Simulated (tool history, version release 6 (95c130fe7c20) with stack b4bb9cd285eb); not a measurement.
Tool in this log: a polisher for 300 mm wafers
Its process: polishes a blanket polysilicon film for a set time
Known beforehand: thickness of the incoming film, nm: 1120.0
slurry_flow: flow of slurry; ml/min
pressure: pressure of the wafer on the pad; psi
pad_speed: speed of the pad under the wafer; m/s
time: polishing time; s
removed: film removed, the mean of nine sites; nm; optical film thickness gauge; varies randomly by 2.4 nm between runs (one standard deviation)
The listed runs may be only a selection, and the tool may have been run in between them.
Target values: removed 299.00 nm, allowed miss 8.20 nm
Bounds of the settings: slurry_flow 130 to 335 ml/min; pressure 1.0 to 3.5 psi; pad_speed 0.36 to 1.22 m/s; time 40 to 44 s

| run | hour | slurry_flow | pressure | pad_speed | time | removed |
|---|---|---|---|---|---|---|
| 1 | 0.0 | 215 | 2.2 | 0.78 | 44 | 226.18 |
| 2 | 1.1 | 220 | 2.3 | 0.78 | 44 | 239.11 |
| 3 | 6.9 | 200 | 2.3 | 0.78 | 44 | 234.26 |
| 4 | 12.9 | 200 | 2.3 | 0.78 | 40 | 211.97 |
| 5 | 19.1 | 220 | 2.3 | 0.78 | 40 | 213.75 |
| 6 | 23.0 | 220 | 2.3 | 0.70 | 40 | 192.05 |
| 7 | 29.7 | 220 | 2.4 | 0.70 | 40 | 201.60 |
| 8 | 31.7 | 225 | 2.5 | 0.70 | 40 | 213.67 |
| 9 | 38.6 | 230 | 2.6 | 0.70 | 40 | 220.20 |
| 10 | 41.9 | 230 | 3.2 | 0.70 | 40 | 267.82 |
| 11 | 43.1 | 235 | 3.2 | 0.70 | 40 | 270.63 |
| 12 | 50.2 | 235 | 3.2 | 0.70 | 40 | 269.60 |
| 13 | 55.7 | 245 | 3.4 | 0.70 | 40 | 289.61 |

Exactly one of the 5 candidate moves below puts every result within its allowed miss. Which one?
| A | 61.2 | 305 | 3.5 | 0.68 | 43 | ? |
| B | 61.2 | 275 | 3.2 | 0.78 | 42 | ? |
| C | 61.2 | 235 | 3.5 | 0.72 | 43 | ? |
| D | 61.2 | 255 | 3.2 | 0.78 | 40 | ? |
| E | 61.2 | 290 | 3.5 | 0.70 | 43 | ? |

| move | removed |
|---|---|
| A | 314.32 |
| B | 318.21 |
| C | 324.11 |
| D | 300.89 |
| E | 321.84 |
A: takes the result that was furthest off past its target
B: takes the result that was furthest off past its target
C: takes the result that was furthest off past its target
D: each result inside its tolerance
E: takes the result that was furthest off past its target
So the answer is move D, the one that meets all the targets.
